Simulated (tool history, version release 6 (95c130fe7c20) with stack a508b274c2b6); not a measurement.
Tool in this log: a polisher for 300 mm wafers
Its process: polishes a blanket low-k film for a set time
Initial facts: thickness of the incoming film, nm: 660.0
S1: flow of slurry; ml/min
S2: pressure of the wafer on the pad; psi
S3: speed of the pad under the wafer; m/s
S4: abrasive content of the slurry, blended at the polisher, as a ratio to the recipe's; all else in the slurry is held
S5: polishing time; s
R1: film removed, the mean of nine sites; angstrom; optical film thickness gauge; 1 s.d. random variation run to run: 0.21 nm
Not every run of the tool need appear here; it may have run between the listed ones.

run	hour	S1	S2	S3	S4	S5	R1
1	0.0	160	2.3	1.06	1.0	51	263.24
2	1.0	160	2.0	1.04	1.0	51	229.39
3	9.6	160	2.0	1.04	1.0	51	230.48
4	16.6	160	2.3	1.04	1.0	51	259.59
5	22.7	160	2.3	1.20	1.0	51	286.62
6	31.7	160	2.3	0.96	1.0	51	239.68

Run 7 comes next. What will it give?
7	37.6	160	2.0	0.94	1.0	51	?

R1: 208.99 angstrom

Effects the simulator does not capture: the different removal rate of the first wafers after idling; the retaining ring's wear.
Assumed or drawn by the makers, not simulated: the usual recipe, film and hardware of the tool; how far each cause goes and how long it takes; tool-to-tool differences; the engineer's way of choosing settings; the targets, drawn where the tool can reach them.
